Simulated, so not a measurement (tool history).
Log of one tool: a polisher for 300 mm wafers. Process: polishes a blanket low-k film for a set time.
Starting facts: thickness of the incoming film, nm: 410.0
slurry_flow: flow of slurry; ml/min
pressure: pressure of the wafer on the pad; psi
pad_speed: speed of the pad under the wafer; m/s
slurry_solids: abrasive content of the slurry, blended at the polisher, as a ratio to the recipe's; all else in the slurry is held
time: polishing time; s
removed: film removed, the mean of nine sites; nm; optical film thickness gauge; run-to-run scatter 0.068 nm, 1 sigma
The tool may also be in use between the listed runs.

{"run": 1, "hour": 0.0, "slurry_flow": 230, "pressure": 1.7, "pad_speed": 0.92, "slurry_solids": 1, "time": 40, "removed": 14.584}
{"run": 2, "hour": 6.7, "slurry_flow": 230, "pressure": 1.7, "pad_speed": 0.84, "slurry_solids": 1, "time": 40, "removed": 13.795}
{"run": 3, "hour": 13.8, "slurry_flow": 230, "pressure": 1.7, "pad_speed": 1, "slurry_solids": 1, "time": 40, "removed": 15.627}
{"run": 4, "hour": 20.7, "slurry_flow": 230, "pressure": 1.5, "pad_speed": 0.98, "slurry_solids": 1, "time": 40, "removed": 14.266}
{"run": 5, "hour": 25.2, "slurry_flow": 180, "pressure": 1.5, "pad_speed": 0.98, "slurry_solids": 1, "time": 40, "removed": 13.689}
{"run": 6, "hour": 27.6, "slurry_flow": 180, "pressure": 1.5, "pad_speed": 1.14, "slurry_solids": 1, "time": 40, "removed": 15.321}
{"run": 7, "hour": 30.4, "slurry_flow": 180, "pressure": 1.4, "pad_speed": 1.08, "slurry_solids": 1, "time": 40, "removed": 14.106}

Estimate the outcome of run 8 from the log above:
{"run": 8, "hour": 32.3, "slurry_flow": 180, "pressure": 1.3, "pad_speed": 1.02, "slurry_solids": 1, "time": 40, "removed": "?"}

Run 8 gave removed 12.876 nm.

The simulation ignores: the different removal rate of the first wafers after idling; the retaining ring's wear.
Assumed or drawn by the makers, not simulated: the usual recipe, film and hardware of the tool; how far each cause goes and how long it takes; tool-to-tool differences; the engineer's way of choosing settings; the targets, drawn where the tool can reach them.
